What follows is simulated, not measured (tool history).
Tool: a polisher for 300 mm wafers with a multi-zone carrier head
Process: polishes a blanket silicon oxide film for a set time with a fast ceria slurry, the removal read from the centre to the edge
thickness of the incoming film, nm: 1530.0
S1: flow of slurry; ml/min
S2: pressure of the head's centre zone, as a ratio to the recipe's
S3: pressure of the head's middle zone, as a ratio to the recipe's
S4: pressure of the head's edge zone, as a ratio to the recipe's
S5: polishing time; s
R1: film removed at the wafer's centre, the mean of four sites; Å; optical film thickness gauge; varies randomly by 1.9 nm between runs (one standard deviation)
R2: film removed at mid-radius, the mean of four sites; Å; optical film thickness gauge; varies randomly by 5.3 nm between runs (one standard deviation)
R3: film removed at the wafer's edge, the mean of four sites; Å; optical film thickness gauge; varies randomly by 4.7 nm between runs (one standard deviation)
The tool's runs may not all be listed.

run,hour,S1,S2,S3,S4,S5,R1,R2,R3
1,0.0,170,1.00,1.00,1.00,35,2720.1,2701.8,2633.9
2,0.9,175,0.99,1.02,1.02,35,2710.8,2780.7,2658.6
3,5.8,175,0.99,1.02,1.02,39,3009.9,3078.7,2988.7
4,7.9,175,0.98,1.03,1.03,39,3010.5,3188.1,2988.4
5,13.7,175,0.94,1.03,1.03,39,2853.4,3082.0,3065.0
6,14.7,175,0.94,1.03,0.98,39,2875.9,3137.2,2926.3
7,21.8,180,0.94,1.04,0.99,39,2897.5,3177.6,3036.5

Expected results for the next run?
8,23.1,185,0.94,1.05,0.99,39,?,?,?

Run 8 came out at R1 2918.5 Å, R2 3272.5 Å, R3 2952.5 Å.
